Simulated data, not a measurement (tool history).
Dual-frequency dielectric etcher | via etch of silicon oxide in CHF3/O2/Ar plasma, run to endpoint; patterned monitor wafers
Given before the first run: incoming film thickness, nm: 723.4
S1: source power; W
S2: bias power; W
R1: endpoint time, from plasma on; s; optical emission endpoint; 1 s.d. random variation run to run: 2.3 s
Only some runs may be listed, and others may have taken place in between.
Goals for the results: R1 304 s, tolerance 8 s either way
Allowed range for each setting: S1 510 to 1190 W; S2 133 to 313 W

Run 1, hour 0: S1 850 W, S2 223 W. Result: R1 337.67 s.
Run 2, hour 8.8: S1 730 W, S2 223 W. Result: R1 364.17 s.
Run 3, hour 14.3: S1 850 W, S2 223 W. Result: R1 336.99 s.
Run 4, hour 22.2: S1 870 W, S2 224 W. Result: R1 332.42 s.
Run 5, hour 26.7: S1 950 W, S2 224 W. Result: R1 319.81 s.
Run 6, hour 30.9: S1 960 W, S2 225 W. Result: R1 318.38 s.
Run 7, hour 34.4: S1 970 W, S2 226 W. Result: R1 319.12 s.
Run 8, hour 36.7: S1 970 W, S2 226 W. Result: R1 318.53 s.
Run 9, hour 44: S1 980 W, S2 227 W. Result: R1 314.05 s.

Which single option among these 4 for the next run brings every result within its allowed miss of target? Just one does.
Run A, hour 51.3: S1 880 W, S2 247 W. Result: R1 ?.
Run B, hour 51.3: S1 1000 W, S2 284 W. Result: R1 ?.
Run C, hour 51.3: S1 890 W, S2 232 W. Result: R1 ?.
Run D, hour 51.3: S1 980 W, S2 249 W. Result: R1 ?.

move      R1
   A  318.37
   B  284.32
   C  324.25
   D  301.67
A: the biggest miss grows against the last run
B: takes the result that was furthest off past its target
C: the biggest miss grows against the last run
D: meets every target
The right move is D.

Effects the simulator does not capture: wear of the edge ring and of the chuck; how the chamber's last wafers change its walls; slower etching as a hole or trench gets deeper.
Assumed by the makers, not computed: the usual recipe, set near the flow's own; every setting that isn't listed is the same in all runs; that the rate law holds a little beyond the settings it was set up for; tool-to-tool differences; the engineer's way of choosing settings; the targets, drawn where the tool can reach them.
